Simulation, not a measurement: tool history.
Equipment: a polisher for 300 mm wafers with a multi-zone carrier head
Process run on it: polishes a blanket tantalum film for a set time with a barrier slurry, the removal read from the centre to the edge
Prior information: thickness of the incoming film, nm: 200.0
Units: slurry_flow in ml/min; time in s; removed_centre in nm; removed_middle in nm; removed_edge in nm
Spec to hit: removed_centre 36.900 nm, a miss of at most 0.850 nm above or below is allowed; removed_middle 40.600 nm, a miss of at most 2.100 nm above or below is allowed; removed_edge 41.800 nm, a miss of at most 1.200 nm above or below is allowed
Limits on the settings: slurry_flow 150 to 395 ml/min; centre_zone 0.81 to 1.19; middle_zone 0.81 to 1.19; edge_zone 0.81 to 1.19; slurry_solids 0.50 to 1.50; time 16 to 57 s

run  hour  slurry_flow  centre_zone  middle_zone  edge_zone  slurry_solids  time  removed_centre  removed_middle  removed_edge
  1   0.0          250         1.00         1.00       1.00           1.00    36          79.889          81.495        81.373
  2   2.6          250         1.00         1.00       0.92           1.00    36          79.253          81.385        78.459
  3   5.1          250         1.00         1.00       0.92           1.00    32          71.614          72.222        70.051
  4   5.7          250         1.00         1.07       0.92           1.00    32          71.026          75.660        69.220
  5  14.0          250         1.06         1.07       0.92           1.00    32          74.327          74.310        70.128
     19.8  -- edge zone pressure recalibrated
  6  19.8          240         1.02         1.04       0.93           0.90    30          64.793          65.670        59.972
  7  25.0          240         0.98         1.01       0.97           0.90    28          57.225          57.737        57.863
  8  32.4          205         0.88         0.93       0.87           0.65    22          35.091          37.101        37.019
  9  39.1          215         0.88         0.94       0.89           0.65    22          35.109          38.374        37.619
 10  43.8          280         0.89         0.90       0.99           0.70    22          38.242          38.799        42.274
 11  48.3          275         0.89         0.91       0.99           0.70    22          38.195          39.529        41.958
 12  56.1          270         0.89         0.92       0.99           0.70    22          38.174          39.121        42.230
 13  59.3          270         0.89         0.92       0.99           0.70    22          38.072          39.180        41.831
 14  67.1          265         0.89         0.93       0.99           0.70    22          38.002          39.460        41.869
 15  70.8          260         0.89         0.94       0.99           0.70    22          38.082          39.584        41.609

4 candidate next runs follow, results not yet known. Just one meets every target within its allowed miss. Identify it.
  A  74.5          220         0.82         0.92       0.95           0.55    26               ?               ?             ?
  B  74.5          255         0.86         0.87       1.02           0.75    23               ?               ?             ?
  C  74.5          230         0.86         0.96       0.99           0.65    25               ?               ?             ?
  D  74.5          195         0.91         1.00       1.07           0.90    20               ?               ?             ?

move  removed_centre  removed_middle  removed_edge
   A          35.879          40.858        41.980
   B          39.629          40.970        45.435
   C          39.797          44.699        45.114
   D          37.512          41.289        42.098
A: takes the result that was furthest off past its target
B: moves away from the targets compared with the last run
C: moves away from the targets compared with the last run
D: each result inside its tolerance
Move D is the one to make.

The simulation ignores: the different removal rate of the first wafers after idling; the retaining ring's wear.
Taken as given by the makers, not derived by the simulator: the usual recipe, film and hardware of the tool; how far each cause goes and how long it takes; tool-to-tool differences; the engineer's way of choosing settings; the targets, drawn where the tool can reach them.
